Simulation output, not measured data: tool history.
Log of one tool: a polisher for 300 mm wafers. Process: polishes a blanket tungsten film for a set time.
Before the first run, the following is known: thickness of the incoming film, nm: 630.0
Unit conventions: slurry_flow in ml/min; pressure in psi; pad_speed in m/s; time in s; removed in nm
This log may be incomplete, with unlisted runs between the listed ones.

| run | hour | slurry_flow | pressure | pad_speed | slurry_solids | time | removed |
|---|---|---|---|---|---|---|---|
| 1 | 0.0 | 135 | 3.8 | 1.38 | 1.0 | 49 | 392.07 |
| 2 | 5.8 | 155 | 3.8 | 1.38 | 1.0 | 49 | 388.02 |
| 3 | 12.4 | 155 | 3.5 | 1.38 | 1.0 | 49 | 372.30 |
| 4 | 13.6 | 155 | 3.2 | 1.36 | 1.0 | 49 | 330.18 |
| 5 | 18.5 | 155 | 3.2 | 1.36 | 1.0 | 49 | 328.79 |
| 6 | 25.3 | 155 | 4.1 | 1.36 | 1.0 | 49 | 426.76 |
| 7 | 33.5 | 155 | 4.1 | 1.36 | 1.0 | 49 | 417.43 |

Forecast run 8:
| 8 | 36.1 | 155 | 3.7 | 1.34 | 1.0 | 49 | ? |

{"run 8": {"removed": 379.79}}
